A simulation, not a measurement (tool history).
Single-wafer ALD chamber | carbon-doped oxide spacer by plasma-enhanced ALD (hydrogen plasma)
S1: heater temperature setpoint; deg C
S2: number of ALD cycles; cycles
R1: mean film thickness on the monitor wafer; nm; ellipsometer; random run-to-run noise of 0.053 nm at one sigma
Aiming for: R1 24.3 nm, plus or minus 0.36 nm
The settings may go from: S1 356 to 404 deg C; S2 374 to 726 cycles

run    day   S1   S2      R1
  1      0  380  550  26.891
  2  0.258  380  544   26.51
  3  0.462  380  539  26.317
  4  0.846  388  539  26.355
  5  1.246  388  534  26.156
  6  1.392  388  606  29.676
  7  1.583  388  593  28.945
  8   1.85  388  593  28.954
  9  2.125  388  505  24.705

Next run, 4 choices. One meets every target within its allowed miss, the rest don't. Which?
  A  2.4  384  494   ?
  B  2.4  379  512   ?
  C  2.4  381  514   ?
  D  2.4  389  520   ?

move      R1
   A  24.174
   B  25.054
   C  25.152
   D  25.446
A: hits every target within its allowed miss
B: moves away from the targets compared with the last run
C: moves away from the targets compared with the last run
D: moves away from the targets compared with the last run
So the answer is move A, the one that meets all the targets.

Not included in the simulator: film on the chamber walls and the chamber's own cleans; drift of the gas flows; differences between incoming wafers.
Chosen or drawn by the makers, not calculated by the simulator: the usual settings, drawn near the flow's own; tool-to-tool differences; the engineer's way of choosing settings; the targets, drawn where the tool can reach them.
